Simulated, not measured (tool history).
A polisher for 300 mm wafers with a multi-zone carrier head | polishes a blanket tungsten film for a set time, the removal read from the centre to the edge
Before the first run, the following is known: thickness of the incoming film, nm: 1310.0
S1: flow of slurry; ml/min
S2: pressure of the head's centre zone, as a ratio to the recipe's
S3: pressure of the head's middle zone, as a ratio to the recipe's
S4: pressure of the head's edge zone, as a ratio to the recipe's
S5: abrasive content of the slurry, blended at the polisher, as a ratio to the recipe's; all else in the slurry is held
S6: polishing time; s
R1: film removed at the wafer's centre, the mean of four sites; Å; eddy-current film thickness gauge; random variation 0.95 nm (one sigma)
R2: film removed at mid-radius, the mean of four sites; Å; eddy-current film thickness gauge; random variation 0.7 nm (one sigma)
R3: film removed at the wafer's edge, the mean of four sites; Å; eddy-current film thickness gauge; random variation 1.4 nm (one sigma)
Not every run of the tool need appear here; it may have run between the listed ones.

{"run": 1, "hour": 0.0, "S1": 255, "S2": 1.0, "S3": 1.0, "S4": 1.0, "S5": 1.0, "S6": 34, "R1": 1314.2, "R2": 1324.1, "R3": 1360.7}
{"run": 2, "hour": 2.0, "S1": 255, "S2": 0.97, "S3": 1.0, "S4": 1.0, "S5": 1.0, "S6": 34, "R1": 1280.5, "R2": 1332.4, "R3": 1332.2}
{"run": 3, "hour": 8.4, "S1": 255, "S2": 0.97, "S3": 1.0, "S4": 1.0, "S5": 1.0, "S6": 39, "R1": 1467.5, "R2": 1516.0, "R3": 1569.1}
{"run": 4, "hour": 10.6, "S1": 215, "S2": 0.97, "S3": 1.0, "S4": 1.0, "S5": 1.0, "S6": 39, "R1": 1421.1, "R2": 1481.6, "R3": 1528.8}
{"run": 5, "hour": 18.7, "S1": 205, "S2": 0.97, "S3": 0.95, "S4": 0.98, "S5": 0.85, "S6": 39, "R1": 1376.9, "R2": 1336.0, "R3": 1412.7}
{"run": 6, "hour": 24.5, "S1": 195, "S2": 0.96, "S3": 0.91, "S4": 0.98, "S5": 0.8, "S6": 39, "R1": 1326.8, "R2": 1289.1, "R3": 1422.4}
{"run": 7, "hour": 31.6, "S1": 185, "S2": 0.96, "S3": 0.89, "S4": 0.96, "S5": 0.7, "S6": 39, "R1": 1245.6, "R2": 1211.5, "R3": 1368.1}
{"run": 8, "hour": 34.0, "S1": 185, "S2": 0.96, "S3": 0.89, "S4": 0.96, "S5": 0.7, "S6": 39, "R1": 1271.8, "R2": 1194.2, "R3": 1352.8}
{"run": 9, "hour": 37.3, "S1": 180, "S2": 0.96, "S3": 0.87, "S4": 0.93, "S5": 0.7, "S6": 39, "R1": 1245.3, "R2": 1190.1, "R3": 1344.0}
{"run": 10, "hour": 42.0, "S1": 175, "S2": 0.98, "S3": 0.86, "S4": 0.92, "S5": 0.65, "S6": 39, "R1": 1274.3, "R2": 1143.1, "R3": 1294.9}
{"run": 11, "hour": 46.6, "S1": 170, "S2": 0.98, "S3": 0.85, "S4": 0.91, "S5": 0.65, "S6": 39, "R1": 1246.1, "R2": 1107.0, "R3": 1291.8}
{"run": 12, "hour": 50.7, "S1": 170, "S2": 0.98, "S3": 0.85, "S4": 0.91, "S5": 0.65, "S6": 39, "R1": 1254.3, "R2": 1123.4, "R3": 1260.1}

Run 13 is up next; what results do you expect?
{"run": 13, "hour": 59.6, "S1": 165, "S2": 0.98, "S3": 0.84, "S4": 0.91, "S5": 0.65, "S6": 39, "R1": "?", "R2": "?", "R3": "?"}

Run 13 yielded R1 1235.9 Å, R2 1110.6 Å, R3 1281.1 Å.
